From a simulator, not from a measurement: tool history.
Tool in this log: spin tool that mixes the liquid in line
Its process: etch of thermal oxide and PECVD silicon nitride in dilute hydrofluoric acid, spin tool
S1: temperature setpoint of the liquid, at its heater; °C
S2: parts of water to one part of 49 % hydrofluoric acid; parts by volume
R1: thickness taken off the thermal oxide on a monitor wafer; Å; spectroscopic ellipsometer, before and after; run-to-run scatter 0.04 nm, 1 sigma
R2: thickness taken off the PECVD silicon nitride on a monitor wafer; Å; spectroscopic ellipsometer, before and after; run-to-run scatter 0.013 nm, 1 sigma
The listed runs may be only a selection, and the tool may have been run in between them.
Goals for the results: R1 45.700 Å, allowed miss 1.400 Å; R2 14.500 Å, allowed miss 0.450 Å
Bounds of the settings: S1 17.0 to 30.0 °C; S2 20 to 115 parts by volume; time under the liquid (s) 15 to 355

run 1 hour=0.0 | S1=22.0 S2=65 time_under_the_liquid_(s)=180 | R1=144.850 R2=44.752
run 2 hour=4.3 | S1=22.0 S2=65 time_under_the_liquid_(s)=235 | R1=191.100 R2=58.051
run 3 hour=4.9 | S1=18.5 S2=65 time_under_the_liquid_(s)=235 | R1=165.840 R2=45.626
run 4 hour=5.5 | S1=19.0 S2=80 time_under_the_liquid_(s)=205 | R1=115.870 R2=33.812
run 5 hour=6.2 | S1=19.0 S2=90 time_under_the_liquid_(s)=205 | R1=102.780 R2=30.288
run 6 hour=13.0 | S1=19.0 S2=95 time_under_the_liquid_(s)=180 | R1=84.820 R2=24.949
run 7 hour=19.5 | S1=21.0 S2=115 time_under_the_liquid_(s)=90 | R1=37.124 R2=11.917
run 8 hour=22.1 | S1=21.0 S2=110 time_under_the_liquid_(s)=90 | R1=39.518 R2=12.452
run 9 hour=25.3 | S1=21.5 S2=105 time_under_the_liquid_(s)=90 | R1=42.631 R2=13.538

Of the 5 settings listed for the next run, only one would bring every result within its allowed miss of target. Which one?
run A hour=28.5 | S1=23.5 S2=110 time_under_the_liquid_(s)=95 | R1=? R2=?
run B hour=28.5 | S1=27.0 S2=115 time_under_the_liquid_(s)=75 | R1=? R2=?
run C hour=28.5 | S1=21.0 S2=115 time_under_the_liquid_(s)=110 | R1=? R2=?
run D hour=28.5 | S1=26.0 S2=105 time_under_the_liquid_(s)=75 | R1=? R2=?
run E hour=28.5 | S1=22.0 S2=110 time_under_the_liquid_(s)=85 | R1=? R2=?

move=A R1=45.940 R2=15.289
move=B R1=39.558 R2=14.511
move=C R1=45.768 R2=14.339
move=D R1=42.169 R2=14.891
move=E R1=38.704 R2=12.379
A: the furthest-off result lands on target, but another misses its tolerance
B: its largest miss is bigger than the last run's
C: in spec on every target
D: its largest miss is bigger than the last run's
E: its largest miss is bigger than the last run's
So the answer is move C, the one that meets all the targets.

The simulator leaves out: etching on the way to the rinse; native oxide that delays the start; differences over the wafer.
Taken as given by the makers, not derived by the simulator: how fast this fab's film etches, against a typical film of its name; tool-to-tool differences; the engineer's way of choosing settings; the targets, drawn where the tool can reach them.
